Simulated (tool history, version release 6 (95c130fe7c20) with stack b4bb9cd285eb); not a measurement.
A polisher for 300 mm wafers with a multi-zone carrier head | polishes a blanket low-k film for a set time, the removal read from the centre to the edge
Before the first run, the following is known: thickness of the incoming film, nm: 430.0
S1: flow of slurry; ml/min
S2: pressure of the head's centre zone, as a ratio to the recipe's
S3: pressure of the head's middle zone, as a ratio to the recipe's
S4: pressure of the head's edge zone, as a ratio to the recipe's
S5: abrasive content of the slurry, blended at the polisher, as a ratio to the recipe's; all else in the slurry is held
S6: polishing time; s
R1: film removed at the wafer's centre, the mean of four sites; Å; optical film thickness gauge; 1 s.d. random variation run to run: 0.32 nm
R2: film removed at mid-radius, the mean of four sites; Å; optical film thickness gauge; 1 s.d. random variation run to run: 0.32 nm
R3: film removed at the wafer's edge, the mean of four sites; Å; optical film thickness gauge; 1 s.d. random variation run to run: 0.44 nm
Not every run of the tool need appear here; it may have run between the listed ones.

run,hour,S1,S2,S3,S4,S5,S6,R1,R2,R3
1,0,210,1,1,1,1,90,255.15,253.21,239.09
2,4.9,210,0.98,1,1.02,1.05,90,252.24,256.93,252.19
3,7.8,230,0.98,1,1.02,1.05,90,259.78,259.41,254.15
4,10.9,230,0.98,1,1.02,1.05,101,287.05,289.01,280.97
5,13.8,230,0.97,1.01,1.04,1.05,101,286.15,292.48,286.37
6,17.9,235,0.96,1.02,1.06,1.05,101,284.21,293.15,292.47
7,19.9,240,0.95,1.03,1.07,1.05,101,289.44,302.05,293.41
8,28.6,240,0.94,1.03,1.08,1.05,101,281.8,300,297.96
9,34.6,245,0.93,1.03,1.09,1.05,101,279.16,295.22,292.61
10,39.9,240,0.92,1.03,1.1,1.1,101,276,304.96,303.94
11,43.1,240,0.92,1.03,1.1,1.1,101,285.08,298.18,302.45

The next listed run, before its measurement:
12,46,240,0.91,1.04,1.11,1.1,101,?,?,?

{"run 12": {"R1": 274.55, "R2": 312.52, "R3": 306.94}}
